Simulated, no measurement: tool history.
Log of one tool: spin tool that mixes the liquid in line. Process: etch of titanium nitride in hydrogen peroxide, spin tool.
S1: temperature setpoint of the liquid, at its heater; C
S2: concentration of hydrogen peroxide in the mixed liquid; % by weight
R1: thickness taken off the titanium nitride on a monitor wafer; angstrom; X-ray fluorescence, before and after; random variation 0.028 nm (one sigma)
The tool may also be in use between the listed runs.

run 1 day=0.000 | S1=52.0 S2=25 time_under_the_liquid_(s)=310 | R1=86.478
run 2 day=0.229 | S1=49.5 S2=25 time_under_the_liquid_(s)=310 | R1=71.783
run 3 day=0.254 | S1=49.5 S2=20 time_under_the_liquid_(s)=310 | R1=69.031
run 4 day=0.458 | S1=49.5 S2=16 time_under_the_liquid_(s)=310 | R1=65.062
run 5 day=0.808 | S1=49.5 S2=16 time_under_the_liquid_(s)=335 | R1=71.148
run 6 day=0.996 | S1=46.5 S2=16 time_under_the_liquid_(s)=335 | R1=56.872
run 7 day=1.025 | S1=41.5 S2=16 time_under_the_liquid_(s)=335 | R1=38.914

Run 8 comes next. What will it give?
run 8 day=1.304 | S1=42.0 S2=16 time_under_the_liquid_(s)=335 | R1=?

R1: 40.351 angstrom
